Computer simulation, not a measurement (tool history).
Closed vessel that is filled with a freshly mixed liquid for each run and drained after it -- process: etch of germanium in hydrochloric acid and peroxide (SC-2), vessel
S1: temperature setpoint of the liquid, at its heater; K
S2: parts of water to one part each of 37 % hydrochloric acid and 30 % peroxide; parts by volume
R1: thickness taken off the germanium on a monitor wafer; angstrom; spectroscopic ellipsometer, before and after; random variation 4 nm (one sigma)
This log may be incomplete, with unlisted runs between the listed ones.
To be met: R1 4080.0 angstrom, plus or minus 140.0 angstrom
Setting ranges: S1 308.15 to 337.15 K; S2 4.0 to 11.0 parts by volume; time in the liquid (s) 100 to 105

Run 1, hour 0.0: S1 321.15 K, S2 6.0 parts by volume, time in the liquid (s) 100. Result: R1 3314.5 angstrom.
Run 2, hour 5.2: S1 318.15 K, S2 6.0 parts by volume, time in the liquid (s) 100. Result: R1 3026.1 angstrom.
Run 3, hour 8.0: S1 318.15 K, S2 6.0 parts by volume, time in the liquid (s) 105. Result: R1 3191.3 angstrom.
Run 4, hour 8.6: S1 318.15 K, S2 6.0 parts by volume, time in the liquid (s) 100. Result: R1 3007.3 angstrom.
Run 5, hour 14.4: S1 320.65 K, S2 6.0 parts by volume, time in the liquid (s) 100. Result: R1 3262.4 angstrom.
Run 6, hour 18.2: S1 320.65 K, S2 6.0 parts by volume, time in the liquid (s) 100. Result: R1 3260.6 angstrom.
Run 7, hour 20.2: S1 322.15 K, S2 6.0 parts by volume, time in the liquid (s) 100. Result: R1 3435.0 angstrom.
Run 8, hour 24.3: S1 323.65 K, S2 6.0 parts by volume, time in the liquid (s) 100. Result: R1 3638.4 angstrom.

4 candidate next runs follow, results not yet known. Just one meets every target within its allowed miss. Identify it.
Run A, hour 28.4: S1 323.65 K, S2 5.5 parts by volume, time in the liquid (s) 105. Result: R1 ?.
Run B, hour 28.4: S1 317.65 K, S2 4.5 parts by volume, time in the liquid (s) 100. Result: R1 ?.
Run C, hour 28.4: S1 321.15 K, S2 4.0 parts by volume, time in the liquid (s) 100. Result: R1 ?.
Run D, hour 28.4: S1 327.65 K, S2 4.0 parts by volume, time in the liquid (s) 100. Result: R1 ?.

move      R1
   A  3753.6
   B  2950.2
   C  3316.6
   D  4085.9
A: closes in on the targets versus the last run, not all within tolerance yet
B: further off than the last run
C: further off than the last run
D: every result within its allowed miss
Go with D: it meets all targets.

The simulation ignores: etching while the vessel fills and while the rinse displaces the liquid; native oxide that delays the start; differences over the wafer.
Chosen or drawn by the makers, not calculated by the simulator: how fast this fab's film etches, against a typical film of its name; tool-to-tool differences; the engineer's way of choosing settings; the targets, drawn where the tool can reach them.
